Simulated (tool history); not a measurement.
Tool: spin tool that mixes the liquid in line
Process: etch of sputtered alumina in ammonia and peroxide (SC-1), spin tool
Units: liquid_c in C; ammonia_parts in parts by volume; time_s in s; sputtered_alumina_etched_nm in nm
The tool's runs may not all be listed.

| run | hour | liquid_c | ammonia_parts | time_s | sputtered_alumina_etched_nm |
|---|---|---|---|---|---|
| 1 | 0 | 50 | 0.65 | 85 | 5.022 |
| 2 | 2.4 | 51 | 0.65 | 85 | 5.3677 |
| 3 | 8.5 | 54 | 0.65 | 85 | 6.2945 |
| 4 | 16.6 | 54.5 | 0.65 | 85 | 6.3714 |
| 5 | 18.2 | 55 | 0.65 | 85 | 6.6193 |
| 6 | 21.9 | 49 | 0.65 | 85 | 4.7471 |
| 7 | 26 | 50 | 0.65 | 85 | 5.012 |
| 8 | 30.7 | 51 | 0.65 | 85 | 5.3343 |
| 9 | 36.7 | 51.5 | 0.65 | 85 | 5.4538 |

The next listed run, before its measurement:
| 10 | 42.7 | 52 | 0.65 | 85 | ? |

sputtered_alumina_etched_nm: 5.6067 nm

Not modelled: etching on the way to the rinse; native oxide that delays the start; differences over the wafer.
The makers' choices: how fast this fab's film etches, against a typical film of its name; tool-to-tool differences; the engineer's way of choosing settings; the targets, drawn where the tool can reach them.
